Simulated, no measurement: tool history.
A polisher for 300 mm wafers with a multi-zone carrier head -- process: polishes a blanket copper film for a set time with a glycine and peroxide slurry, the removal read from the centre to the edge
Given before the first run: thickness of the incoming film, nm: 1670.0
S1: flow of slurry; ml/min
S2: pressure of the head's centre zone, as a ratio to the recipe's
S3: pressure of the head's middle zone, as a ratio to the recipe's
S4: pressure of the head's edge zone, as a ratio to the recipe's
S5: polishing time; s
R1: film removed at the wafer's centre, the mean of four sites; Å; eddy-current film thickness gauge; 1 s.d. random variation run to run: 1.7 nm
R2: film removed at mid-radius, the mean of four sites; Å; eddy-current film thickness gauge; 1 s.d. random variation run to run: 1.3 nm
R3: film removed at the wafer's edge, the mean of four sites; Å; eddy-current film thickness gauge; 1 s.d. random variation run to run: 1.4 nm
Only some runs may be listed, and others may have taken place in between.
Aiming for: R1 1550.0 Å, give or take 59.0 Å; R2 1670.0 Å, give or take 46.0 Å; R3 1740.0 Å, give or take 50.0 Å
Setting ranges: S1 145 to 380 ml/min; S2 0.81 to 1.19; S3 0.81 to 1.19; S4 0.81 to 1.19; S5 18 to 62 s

| run | hour | S1 | S2 | S3 | S4 | S5 | R1 | R2 | R3 |
|---|---|---|---|---|---|---|---|---|---|
| 1 | 0.0 | 245 | 1.00 | 1.00 | 1.00 | 40 | 1987.9 | 2134.2 | 2165.5 |
| 2 | 3.8 | 245 | 1.00 | 1.00 | 0.97 | 40 | 2020.4 | 2140.4 | 2118.1 |
| 3 | 11.2 | 245 | 1.00 | 1.06 | 0.97 | 40 | 2009.0 | 2268.6 | 2144.8 |
| 4 | 16.0 | 245 | 1.04 | 1.06 | 0.97 | 40 | 2076.9 | 2216.5 | 2105.2 |
| 5 | 20.5 | 245 | 1.04 | 0.97 | 0.97 | 40 | 2136.7 | 2062.9 | 2134.8 |
| 6 | 22.2 | 280 | 1.04 | 0.97 | 0.97 | 40 | 2107.0 | 2097.9 | 2158.4 |
| 7 | 27.6 | 260 | 0.94 | 0.87 | 0.87 | 33 | 1545.5 | 1566.2 | 1674.8 |
| 8 | 35.4 | 270 | 0.94 | 0.88 | 0.88 | 33 | 1581.2 | 1612.2 | 1665.9 |
| 9 | 36.7 | 270 | 0.93 | 0.88 | 0.90 | 33 | 1543.0 | 1586.1 | 1703.8 |
| 10 | 44.8 | 275 | 0.93 | 0.89 | 0.90 | 33 | 1554.8 | 1620.6 | 1725.6 |
| 11 | 50.7 | 275 | 0.93 | 0.89 | 0.90 | 33 | 1532.6 | 1608.6 | 1712.4 |

4 candidate next runs follow, results not yet known. Just one meets every target within its allowed miss. Identify it.
| A | 56.6 | 235 | 0.92 | 0.91 | 0.90 | 34 | ? | ? | ? |
| B | 56.6 | 290 | 0.82 | 0.91 | 0.90 | 33 | ? | ? | ? |
| C | 56.6 | 275 | 0.92 | 0.85 | 0.92 | 33 | ? | ? | ? |
| D | 56.6 | 285 | 0.92 | 0.85 | 0.90 | 33 | ? | ? | ? |

| move | R1 | R2 | R3 |
|---|---|---|---|
| A | 1521.9 | 1660.6 | 1743.3 |
| B | 1351.7 | 1653.5 | 1724.3 |
| C | 1508.6 | 1553.1 | 1735.6 |
| D | 1515.2 | 1559.2 | 1723.3 |
A: every result within its allowed miss
B: corrects the largest miss of the last run, while another result sits out of spec
C: further off than the last run
D: further off than the last run
Go with A: it meets all targets.

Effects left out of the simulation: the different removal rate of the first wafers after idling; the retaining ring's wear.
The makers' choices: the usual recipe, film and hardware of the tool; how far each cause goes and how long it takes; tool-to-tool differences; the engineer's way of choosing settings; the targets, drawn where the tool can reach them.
